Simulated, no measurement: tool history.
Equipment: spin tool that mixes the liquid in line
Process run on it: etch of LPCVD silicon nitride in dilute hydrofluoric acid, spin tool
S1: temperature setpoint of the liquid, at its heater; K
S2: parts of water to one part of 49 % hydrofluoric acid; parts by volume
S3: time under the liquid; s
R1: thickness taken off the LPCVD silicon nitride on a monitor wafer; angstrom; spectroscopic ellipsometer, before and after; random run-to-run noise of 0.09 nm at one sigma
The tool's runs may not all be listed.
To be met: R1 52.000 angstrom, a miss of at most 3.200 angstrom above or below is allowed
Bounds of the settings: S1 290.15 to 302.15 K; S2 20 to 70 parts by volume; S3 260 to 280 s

run  hour      S1  S2   S3      R1
  1   0.0  294.15  40  260  33.535
  2   8.6  296.65  40  260  39.627
  3  12.1  297.15  40  260  41.144
  4  18.9  297.65  40  260  41.566
  5  26.7  298.15  40  260  42.626
  6  31.8  296.15  40  260  38.472
  7  37.6  296.65  40  260  39.834
  8  44.7  297.15  40  260  41.439
  9  51.9  297.65  40  260  41.614

Of the 4 settings listed for the next run, only one would bring every result within its allowed miss of target. Which one?
  A  59.1  299.15  35  260   ?
  B  59.1  299.15  30  270   ?
  C  59.1  297.65  40  275   ?
  D  59.1  294.65  30  260   ?

move      R1
   A  53.246
   B  64.224
   C  44.703
   D  45.491
A: hits every target within its allowed miss
B: the result that was furthest off in the last run now lies on the other side of its target
C: gains on the last run, yet a result remains outside its allowed miss
D: gains on the last run, yet a result remains outside its allowed miss
A meets every target.
